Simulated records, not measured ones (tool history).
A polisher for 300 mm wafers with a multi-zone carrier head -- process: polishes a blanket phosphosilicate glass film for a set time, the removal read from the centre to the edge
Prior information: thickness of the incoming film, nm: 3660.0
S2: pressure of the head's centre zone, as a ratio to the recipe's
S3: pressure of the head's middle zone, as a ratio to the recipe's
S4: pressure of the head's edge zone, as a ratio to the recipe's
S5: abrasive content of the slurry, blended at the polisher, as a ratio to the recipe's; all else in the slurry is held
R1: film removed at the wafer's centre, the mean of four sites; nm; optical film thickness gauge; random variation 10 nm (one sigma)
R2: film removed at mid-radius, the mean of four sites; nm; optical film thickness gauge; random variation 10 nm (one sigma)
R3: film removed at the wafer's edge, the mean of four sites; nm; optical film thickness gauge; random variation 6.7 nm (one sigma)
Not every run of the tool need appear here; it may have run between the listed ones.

run 1 hour=0 | flow_of_slurry_(ml/min)=155 S2=1 S3=1 S4=1 S5=1 polishing_time_(s)=86 | R1=654.28 R2=680.07 R3=675.38
run 2 hour=3 | flow_of_slurry_(ml/min)=165 S2=0.99 S3=1.02 S4=1.05 S5=1.05 polishing_time_(s)=86 | R1=676.16 R2=712.18 R3=698.14
run 3 hour=9.6 | flow_of_slurry_(ml/min)=165 S2=0.96 S3=1.01 S4=1.07 S5=1.15 polishing_time_(s)=86 | R1=664.35 R2=706.08 R3=743.42
run 4 hour=18.3 | flow_of_slurry_(ml/min)=165 S2=0.96 S3=1.01 S4=1.13 S5=1.15 polishing_time_(s)=86 | R1=666.95 R2=710.34 R3=753.54
run 5 hour=21.4 | flow_of_slurry_(ml/min)=165 S2=0.96 S3=1.01 S4=1.13 S5=0.95 polishing_time_(s)=86 | R1=621.23 R2=666.09 R3=699
run 6 hour=24.4 | flow_of_slurry_(ml/min)=175 S2=0.95 S3=1.03 S4=1.14 S5=1.05 polishing_time_(s)=86 | R1=653.8 R2=714.65 R3=748.24

The next listed run, before its measurement:
run 7 hour=30.5 | flow_of_slurry_(ml/min)=190 S2=0.95 S3=1.04 S4=1.15 S5=1.05 polishing_time_(s)=86 | R1=? R2=? R3=?

{"run 7": {"R1": 657.9, "R2": 745.68, "R3": 743.03}}
